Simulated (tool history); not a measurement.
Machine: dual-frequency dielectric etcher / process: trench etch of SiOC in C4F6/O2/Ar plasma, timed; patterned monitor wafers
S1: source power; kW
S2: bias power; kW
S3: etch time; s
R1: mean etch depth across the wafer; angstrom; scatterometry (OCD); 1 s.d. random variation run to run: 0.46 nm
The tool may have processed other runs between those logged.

| run | hour | S1 | S2 | S3 | R1 |
|---|---|---|---|---|---|
| 1 | 0 | 0.49 | 0.229 | 23 | 621.34 |
| 2 | 7.2 | 0.45 | 0.229 | 23 | 595.87 |
| 3 | 15.4 | 0.51 | 0.235 | 23 | 637.16 |
| 4 | 18.2 | 0.51 | 0.235 | 23 | 636.18 |
| 5 | 21.4 | 0.55 | 0.239 | 23 | 663.57 |
| 6 | 21.9 | 0.55 | 0.239 | 24 | 694.04 |
| 7 | 24.8 | 0.56 | 0.241 | 24 | 691.05 |

Predict the results of run 8:
| 8 | 33.8 | 0.63 | 0.253 | 24 | ? |

Run 8 gave R1 746.16 angstrom.
